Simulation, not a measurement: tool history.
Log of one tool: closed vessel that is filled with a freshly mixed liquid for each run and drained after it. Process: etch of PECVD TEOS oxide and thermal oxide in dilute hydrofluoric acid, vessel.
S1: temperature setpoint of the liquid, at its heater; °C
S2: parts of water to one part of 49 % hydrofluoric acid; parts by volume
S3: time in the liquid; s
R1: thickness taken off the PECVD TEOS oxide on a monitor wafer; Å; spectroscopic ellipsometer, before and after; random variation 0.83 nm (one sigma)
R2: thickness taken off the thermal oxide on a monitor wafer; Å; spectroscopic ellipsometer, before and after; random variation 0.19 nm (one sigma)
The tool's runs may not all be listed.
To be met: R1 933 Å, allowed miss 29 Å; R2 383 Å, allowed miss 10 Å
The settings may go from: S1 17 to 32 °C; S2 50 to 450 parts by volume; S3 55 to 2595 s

run  hour    S1   S2    S3      R1      R2
  1     0    24  250  1325  552.37   226.9
  2   4.4    26  235  1325  641.21  261.78
  3  12.7    26  235  1700  821.42  333.04
  4  19.2    26  235  1240   602.4  246.18
  5  26.2    26  235   880  415.18  174.66
  6  34.9    28  235   880   462.1   185.7
  7    44    28  195   875  569.49  235.56
  8  52.1    29  175   875  678.17   276.9
  9  59.1  29.5  160   870  761.24  310.92
 10  66.9  29.5  160   870   766.1  313.63
 11  71.3    30  155   865  792.04  329.31

4 next moves are on the table. One of them brings every result within its allowed miss. Which?
  A  75.7  30.5  160  1095   ?   ?
  B  75.7    32  240  1740   ?   ?
  C  75.7    32  200  1375   ?   ?
  D  75.7  31.5  175  1105   ?   ?

move      R1      R2
   A  972.15  407.59
   B  979.87  410.83
   C  976.79  409.54
   D  910.91  381.92
A: takes the result that was furthest off past its target
B: takes the result that was furthest off past its target
C: takes the result that was furthest off past its target
D: meets every target
Move D is the one to make.

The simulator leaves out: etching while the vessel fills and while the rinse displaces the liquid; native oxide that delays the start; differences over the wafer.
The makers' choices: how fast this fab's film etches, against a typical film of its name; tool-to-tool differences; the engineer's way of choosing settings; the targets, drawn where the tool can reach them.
